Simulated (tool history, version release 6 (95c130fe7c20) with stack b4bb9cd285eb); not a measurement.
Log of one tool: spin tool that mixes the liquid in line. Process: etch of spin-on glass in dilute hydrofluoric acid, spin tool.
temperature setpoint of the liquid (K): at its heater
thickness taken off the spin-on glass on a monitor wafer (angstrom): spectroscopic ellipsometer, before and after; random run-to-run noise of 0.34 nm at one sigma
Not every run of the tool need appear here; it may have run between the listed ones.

| run | hour | temperature setpoint of the liquid (K) | parts of water to one part of 49 % hydrofluoric acid (parts by volume) | time under the liquid (s) | thickness taken off the spin-on glass on a monitor wafer (angstrom) |
|---|---|---|---|---|---|
| 1 | 0 | 297.15 | 145 | 45 | 225.69 |
| 2 | 5.1 | 297.15 | 145 | 50 | 254.44 |
| 3 | 8.6 | 298.65 | 140 | 50 | 277.41 |
| 4 | 15.3 | 298.65 | 95 | 50 | 439.61 |
| 5 | 18.6 | 298.65 | 70 | 50 | 606.41 |
| 6 | 23.7 | 297.15 | 75 | 50 | 537.88 |
| 7 | 29.9 | 296.15 | 80 | 50 | 480.01 |
|  | 36.5 | thermometer replaced |
| 8 | 36.5 | 295.15 | 80 | 50 | 424.03 |
| 9 | 42.8 | 294.65 | 80 | 50 | 423.29 |
| 10 | 48.3 | 294.15 | 80 | 50 | 406.87 |

What does the tool deliver on the next run?
| 11 | 55 | 293.65 | 80 | 50 | ? |

For run 11 the tool returned thickness taken off the spin-on glass on a monitor wafer (angstrom) 400.32.

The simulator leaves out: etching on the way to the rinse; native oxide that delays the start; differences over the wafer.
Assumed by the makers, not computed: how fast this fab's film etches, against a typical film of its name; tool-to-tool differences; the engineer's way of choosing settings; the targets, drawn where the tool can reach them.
